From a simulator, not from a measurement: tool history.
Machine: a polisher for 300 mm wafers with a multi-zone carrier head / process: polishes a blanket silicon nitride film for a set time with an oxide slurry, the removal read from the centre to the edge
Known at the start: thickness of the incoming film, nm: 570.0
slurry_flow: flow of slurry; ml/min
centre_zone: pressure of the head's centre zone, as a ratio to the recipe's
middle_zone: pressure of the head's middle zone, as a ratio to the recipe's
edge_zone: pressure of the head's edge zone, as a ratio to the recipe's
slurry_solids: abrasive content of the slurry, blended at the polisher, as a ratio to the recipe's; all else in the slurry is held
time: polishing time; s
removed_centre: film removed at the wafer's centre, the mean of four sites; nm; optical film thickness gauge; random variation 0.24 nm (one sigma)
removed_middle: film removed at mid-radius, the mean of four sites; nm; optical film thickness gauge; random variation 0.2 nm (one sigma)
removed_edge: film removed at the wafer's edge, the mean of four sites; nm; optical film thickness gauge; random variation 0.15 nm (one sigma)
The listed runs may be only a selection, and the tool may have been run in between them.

run 1 day=0 | slurry_flow=120 centre_zone=1 middle_zone=1 edge_zone=1 slurry_solids=1 time=34 | removed_centre=27.515 removed_middle=26.217 removed_edge=26.503
run 2 day=0.175 | slurry_flow=120 centre_zone=1 middle_zone=1 edge_zone=0.96 slurry_solids=1 time=34 | removed_centre=26.807 removed_middle=26.434 removed_edge=26.495
run 3 day=0.212 | slurry_flow=120 centre_zone=1.02 middle_zone=0.99 edge_zone=0.96 slurry_solids=0.9 time=34 | removed_centre=26.453 removed_middle=25.081 removed_edge=25.191
run 4 day=0.338 | slurry_flow=120 centre_zone=1.02 middle_zone=1.06 edge_zone=0.96 slurry_solids=0.9 time=34 | removed_centre=26.046 removed_middle=26.39 removed_edge=25.327
run 5 day=0.508 | slurry_flow=115 centre_zone=1.03 middle_zone=1.04 edge_zone=0.95 slurry_solids=0.85 time=34 | removed_centre=25.517 removed_middle=25.72 removed_edge=24.446
run 6 day=0.538 | slurry_flow=115 centre_zone=1.04 middle_zone=1.01 edge_zone=0.95 slurry_solids=0.8 time=34 | removed_centre=24.858 removed_middle=24.063 removed_edge=24.17
run 7 day=0.758 | slurry_flow=115 centre_zone=1.06 middle_zone=1 edge_zone=0.94 slurry_solids=0.75 time=33 | removed_centre=24.389 removed_middle=22.298 removed_edge=22.341

Run 8 comes next. What will it give?
run 8 day=0.812 | slurry_flow=110 centre_zone=1.07 middle_zone=0.99 edge_zone=0.93 slurry_solids=0.75 time=33 | removed_centre=? removed_middle=? removed_edge=?

removed_centre: 24.226 nm
removed_middle: 22.585 nm
removed_edge: 22.012 nm

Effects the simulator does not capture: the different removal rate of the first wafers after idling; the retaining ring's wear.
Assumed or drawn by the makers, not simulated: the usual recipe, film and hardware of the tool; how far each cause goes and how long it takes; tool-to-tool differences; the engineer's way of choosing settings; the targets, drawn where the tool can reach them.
